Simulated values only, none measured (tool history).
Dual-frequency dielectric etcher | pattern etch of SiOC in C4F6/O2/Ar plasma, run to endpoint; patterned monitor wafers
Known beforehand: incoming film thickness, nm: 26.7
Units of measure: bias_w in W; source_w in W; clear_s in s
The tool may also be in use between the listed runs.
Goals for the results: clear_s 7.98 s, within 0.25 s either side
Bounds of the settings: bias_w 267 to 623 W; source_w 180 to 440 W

{"run": 1, "hour": 0.0, "bias_w": 445, "source_w": 310, "clear_s": 9.0136}
{"run": 2, "hour": 2.7, "bias_w": 464, "source_w": 320, "clear_s": 8.8439}
{"run": 3, "hour": 10.3, "bias_w": 384, "source_w": 320, "clear_s": 9.3977}
{"run": 4, "hour": 14.2, "bias_w": 384, "source_w": 350, "clear_s": 9.1089}
{"run": 5, "hour": 18.5, "bias_w": 337, "source_w": 350, "clear_s": 9.5971}
{"run": 6, "hour": 26.3, "bias_w": 366, "source_w": 360, "clear_s": 9.2623}
{"run": 7, "hour": 32.3, "bias_w": 391, "source_w": 370, "clear_s": 8.8271}
{"run": 8, "hour": 34.3, "bias_w": 406, "source_w": 370, "clear_s": 8.8399}
{"run": 9, "hour": 42.4, "bias_w": 423, "source_w": 380, "clear_s": 8.5274}
{"run": 10, "hour": 48.8, "bias_w": 423, "source_w": 380, "clear_s": 8.5181}
{"run": 11, "hour": 55.1, "bias_w": 433, "source_w": 380, "clear_s": 8.4076}
{"run": 12, "hour": 63.2, "bias_w": 441, "source_w": 380, "clear_s": 8.4205}
{"run": 13, "hour": 69.1, "bias_w": 450, "source_w": 380, "clear_s": 8.4467}
{"run": 14, "hour": 70.6, "bias_w": 460, "source_w": 380, "clear_s": 8.1949}
{"run": 15, "hour": 75.5, "bias_w": 464, "source_w": 380, "clear_s": 8.2199}

Exercise: of the 4 proposed moves below, exactly one satisfies all targets within the stated allowed misses. Which move is it?
{"run": "A", "hour": 80.4, "bias_w": 443, "source_w": 370, "clear_s": "?"}
{"run": "B", "hour": 80.4, "bias_w": 561, "source_w": 290, "clear_s": "?"}
{"run": "C", "hour": 80.4, "bias_w": 468, "source_w": 420, "clear_s": "?"}
{"run": "D", "hour": 80.4, "bias_w": 460, "source_w": 320, "clear_s": "?"}

move=A clear_s=8.4105
move=B clear_s=8.4396
move=C clear_s=7.852
move=D clear_s=8.767
A: further off than the last run
B: further off than the last run
C: every result lands within tolerance
D: further off than the last run
Answer: C
